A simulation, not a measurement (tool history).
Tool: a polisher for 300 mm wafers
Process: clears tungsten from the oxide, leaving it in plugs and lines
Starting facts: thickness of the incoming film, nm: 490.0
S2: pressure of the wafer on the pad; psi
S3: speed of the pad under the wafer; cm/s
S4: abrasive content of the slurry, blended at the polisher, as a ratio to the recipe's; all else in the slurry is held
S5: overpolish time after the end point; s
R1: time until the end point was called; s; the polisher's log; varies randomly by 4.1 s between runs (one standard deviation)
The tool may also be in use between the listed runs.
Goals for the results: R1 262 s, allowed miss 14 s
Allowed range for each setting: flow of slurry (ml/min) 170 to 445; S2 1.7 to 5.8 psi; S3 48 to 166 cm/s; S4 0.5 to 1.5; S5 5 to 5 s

Run 1, day 0: flow of slurry (ml/min) 285, S2 3.7 psi, S3 106 cm/s, S4 1, S5 5 s. Result: R1 81.317 s.
Run 2, day 0.317: flow of slurry (ml/min) 320, S2 3.7 psi, S3 106 cm/s, S4 1, S5 5 s. Result: R1 79.678 s.
Run 3, day 0.379: flow of slurry (ml/min) 310, S2 3.4 psi, S3 98 cm/s, S4 0.95, S5 5 s. Result: R1 92.402 s.
Run 4, day 0.742: flow of slurry (ml/min) 290, S2 3.1 psi, S3 90 cm/s, S4 0.9, S5 5 s. Result: R1 117.02 s.
Run 5, day 1.025: flow of slurry (ml/min) 355, S2 3.1 psi, S3 90 cm/s, S4 0.9, S5 5 s. Result: R1 117.34 s.
Run 6, day 1.196: flow of slurry (ml/min) 355, S2 2.9 psi, S3 84 cm/s, S4 0.9, S5 5 s. Result: R1 130.11 s.
Run 7, day 1.446: flow of slurry (ml/min) 355, S2 2.7 psi, S3 78 cm/s, S4 0.9, S5 5 s. Result: R1 147.31 s.
Run 8, day 1.779: flow of slurry (ml/min) 355, S2 2.6 psi, S3 74 cm/s, S4 0.9, S5 5 s. Result: R1 161.04 s.
Run 9, day 1.992: flow of slurry (ml/min) 355, S2 2.5 psi, S3 72 cm/s, S4 0.9, S5 5 s. Result: R1 177.43 s.
At day 2.171: head pressure recalibrated.
Run 10, day 2.171: flow of slurry (ml/min) 355, S2 2.4 psi, S3 70 cm/s, S4 0.9, S5 5 s. Result: R1 207.46 s.
Run 11, day 2.354: flow of slurry (ml/min) 345, S2 2.4 psi, S3 70 cm/s, S4 0.9, S5 5 s. Result: R1 207.5 s.
Run 12, day 2.704: flow of slurry (ml/min) 330, S2 2.4 psi, S3 70 cm/s, S4 0.9, S5 5 s. Result: R1 211.67 s.
Run 13, day 2.783: flow of slurry (ml/min) 320, S2 2.4 psi, S3 70 cm/s, S4 0.9, S5 5 s. Result: R1 207.29 s.
Run 14, day 3.017: flow of slurry (ml/min) 310, S2 2.4 psi, S3 70 cm/s, S4 0.9, S5 5 s. Result: R1 203.23 s.
Run 15, day 3.162: flow of slurry (ml/min) 305, S2 2.3 psi, S3 70 cm/s, S4 0.9, S5 5 s. Result: R1 217.75 s.
Run 16, day 3.425: flow of slurry (ml/min) 295, S2 2.3 psi, S3 70 cm/s, S4 0.9, S5 5 s. Result: R1 218.73 s.
Run 17, day 3.733: flow of slurry (ml/min) 290, S2 2.3 psi, S3 70 cm/s, S4 0.9, S5 5 s. Result: R1 212.6 s.
Run 18, day 3.85: flow of slurry (ml/min) 290, S2 2.3 psi, S3 70 cm/s, S4 0.9, S5 5 s. Result: R1 216.59 s.
Run 19, day 4.179: flow of slurry (ml/min) 285, S2 2.2 psi, S3 70 cm/s, S4 0.9, S5 5 s. Result: R1 228.02 s.
Run 20, day 4.475: flow of slurry (ml/min) 280, S2 2.2 psi, S3 70 cm/s, S4 0.9, S5 5 s. Result: R1 230.03 s.

Below are 5 possible settings for the next run. Only one of them brings all results inside the allowed miss of their targets. Which is it?
Run A, day 4.771: flow of slurry (ml/min) 305, S2 1.7 psi, S3 70 cm/s, S4 1.25, S5 5 s. Result: R1 ?.
Run B, day 4.771: flow of slurry (ml/min) 370, S2 3.2 psi, S3 50 cm/s, S4 0.85, S5 5 s. Result: R1 ?.
Run C, day 4.771: flow of slurry (ml/min) 320, S2 2.5 psi, S3 74 cm/s, S4 0.75, S5 5 s. Result: R1 ?.
Run D, day 4.771: flow of slurry (ml/min) 220, S2 2.6 psi, S3 74 cm/s, S4 0.75, S5 5 s. Result: R1 ?.
Run E, day 4.771: flow of slurry (ml/min) 190, S2 2.7 psi, S3 70 cm/s, S4 0.7, S5 5 s. Result: R1 ?.

move      R1
   A   253.9
   B  215.39
   C  200.15
   D  201.21
   E  215.42
A: hits every target within its allowed miss
B: misses by more than the last run did
C: misses by more than the last run did
D: misses by more than the last run did
E: misses by more than the last run did
So the answer is move A, the one that meets all the targets.

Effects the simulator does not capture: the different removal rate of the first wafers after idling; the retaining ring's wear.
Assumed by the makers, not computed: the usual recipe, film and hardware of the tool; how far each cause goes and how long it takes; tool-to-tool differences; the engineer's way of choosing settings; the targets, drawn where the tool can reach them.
